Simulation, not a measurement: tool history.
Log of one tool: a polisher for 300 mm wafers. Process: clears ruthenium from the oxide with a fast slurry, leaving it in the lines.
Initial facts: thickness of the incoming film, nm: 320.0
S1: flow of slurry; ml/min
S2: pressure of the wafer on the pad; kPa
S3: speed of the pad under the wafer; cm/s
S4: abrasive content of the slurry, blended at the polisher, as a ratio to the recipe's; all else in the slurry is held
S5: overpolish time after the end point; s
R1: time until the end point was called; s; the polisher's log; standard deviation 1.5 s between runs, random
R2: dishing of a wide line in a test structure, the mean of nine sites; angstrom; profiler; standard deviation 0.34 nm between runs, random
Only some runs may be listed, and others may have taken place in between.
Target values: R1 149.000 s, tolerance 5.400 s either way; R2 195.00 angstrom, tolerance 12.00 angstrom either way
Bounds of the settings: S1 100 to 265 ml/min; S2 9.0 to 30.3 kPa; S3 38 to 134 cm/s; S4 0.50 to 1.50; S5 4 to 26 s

run  hour   S1    S2  S3    S4  S5       R1      R2
  1   0.0  170  19.3  86  1.00  13   87.480  312.14
  2   7.5  170  19.3  86  0.90  13   94.584  293.99
  3  11.9  170  19.3  86  0.70  13  108.960  275.20
  4  20.5  170  17.9  86  0.70  13  116.770  253.52
  5  29.2  165  17.2  86  0.70  13  119.770  249.36
  6  37.3  165  16.5  86  0.70  13  123.730  240.26
  7  38.3  165  15.9  86  0.70  13  130.720  229.34
  8  45.7  165  15.2  86  0.70  13  133.760  229.41
  9  49.6  165  14.5  86  0.70  13  145.190  215.59
 10  53.4  165  14.5  86  0.70  12  141.240  208.52

Next run, 4 choices. One meets every target within its allowed miss, the rest don't. Which?
  A  57.2  205  13.8   96  0.70  13   ?   ?
  B  57.2  180  13.1  106  0.70  11   ?   ?
  C  57.2  225  11.7   84  1.00  13   ?   ?
  D  57.2  160  13.8   82  0.75  12   ?   ?

move       R1      R2
   A  132.390  231.78
   B  130.710  203.41
   C  138.910  222.62
   D  148.520  196.42
A: lands further from the targets than the last run did
B: lands further from the targets than the last run did
C: lands further from the targets than the last run did
D: all results in spec
Go with D: it meets all targets.
